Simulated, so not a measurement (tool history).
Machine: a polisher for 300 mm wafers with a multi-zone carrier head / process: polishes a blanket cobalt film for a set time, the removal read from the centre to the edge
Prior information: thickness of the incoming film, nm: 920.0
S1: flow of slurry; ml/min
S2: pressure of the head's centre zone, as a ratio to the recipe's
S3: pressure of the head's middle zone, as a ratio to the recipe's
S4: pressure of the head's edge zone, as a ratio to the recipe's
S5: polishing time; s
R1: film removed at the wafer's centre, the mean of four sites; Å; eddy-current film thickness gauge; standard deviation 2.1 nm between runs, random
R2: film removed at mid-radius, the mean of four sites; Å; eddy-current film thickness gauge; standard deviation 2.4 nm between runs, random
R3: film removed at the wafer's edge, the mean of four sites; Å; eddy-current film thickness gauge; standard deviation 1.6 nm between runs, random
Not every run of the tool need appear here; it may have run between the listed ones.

Run 1, hour 0.0: S1 295 ml/min, S2 1.00, S3 1.00, S4 1.00, S5 37 s. Result: R1 2692.7 Å, R2 2638.3 Å, R3 2573.5 Å.
Run 2, hour 7.7: S1 290 ml/min, S2 1.00, S3 0.97, S4 0.99, S5 35 s. Result: R1 2573.1 Å, R2 2402.3 Å, R3 2416.3 Å.
Run 3, hour 14.9: S1 285 ml/min, S2 0.99, S3 0.95, S4 0.97, S5 34 s. Result: R1 2451.1 Å, R2 2246.1 Å, R3 2345.1 Å.
Run 4, hour 18.3: S1 285 ml/min, S2 0.99, S3 0.94, S4 0.96, S5 33 s. Result: R1 2427.0 Å, R2 2174.5 Å, R3 2281.1 Å.
Run 5, hour 22.7: S1 285 ml/min, S2 0.99, S3 0.93, S4 0.95, S5 32 s. Result: R1 2305.1 Å, R2 2074.7 Å, R3 2187.1 Å.
Run 6, hour 24.8: S1 285 ml/min, S2 0.99, S3 0.85, S4 0.95, S5 32 s. Result: R1 2307.7 Å, R2 1943.0 Å, R3 2191.8 Å.
Run 7, hour 28.8: S1 285 ml/min, S2 0.99, S3 0.85, S4 0.94, S5 31 s. Result: R1 2211.5 Å, R2 1908.6 Å, R3 2081.2 Å.

Predict the results of run 8:
Run 8, hour 31.5: S1 280 ml/min, S2 0.99, S3 0.84, S4 0.93, S5 30 s. Result: R1 ?, R2 ?, R3 ?.

R1: 2174.4 Å
R2: 1815.1 Å
R3: 2028.8 Å
